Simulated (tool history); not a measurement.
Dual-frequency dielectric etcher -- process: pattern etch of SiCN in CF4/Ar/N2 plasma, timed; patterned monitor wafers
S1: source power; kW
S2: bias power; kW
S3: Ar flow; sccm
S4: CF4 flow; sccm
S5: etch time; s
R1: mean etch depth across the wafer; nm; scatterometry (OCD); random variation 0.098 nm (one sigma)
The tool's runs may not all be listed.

{"run": 1, "day": 0.0, "S1": 0.34, "S2": 0.089, "S3": 102, "S4": 59, "S5": 58.5, "R1": 39.054}
{"run": 2, "day": 0.262, "S1": 0.34, "S2": 0.089, "S3": 110, "S4": 59, "S5": 58.5, "R1": 38.81}
{"run": 3, "day": 0.442, "S1": 0.34, "S2": 0.081, "S3": 110, "S4": 59, "S5": 58.5, "R1": 38.315}
{"run": 4, "day": 0.562, "S1": 0.34, "S2": 0.071, "S3": 110, "S4": 59, "S5": 58.5, "R1": 36.978}
{"run": 5, "day": 0.929, "S1": 0.34, "S2": 0.071, "S3": 110, "S4": 50, "S5": 58.5, "R1": 36.369}
{"run": 6, "day": 1.067, "S1": 0.32, "S2": 0.07, "S3": 110, "S4": 50, "S5": 58.5, "R1": 34.259}

Run 7, settings as shown, results not yet in. Your forecast:
{"run": 7, "day": 1.1, "S1": 0.31, "S2": 0.069, "S3": 110, "S4": 50, "S5": 58.5, "R1": "?"}

R1: 33.611 nm

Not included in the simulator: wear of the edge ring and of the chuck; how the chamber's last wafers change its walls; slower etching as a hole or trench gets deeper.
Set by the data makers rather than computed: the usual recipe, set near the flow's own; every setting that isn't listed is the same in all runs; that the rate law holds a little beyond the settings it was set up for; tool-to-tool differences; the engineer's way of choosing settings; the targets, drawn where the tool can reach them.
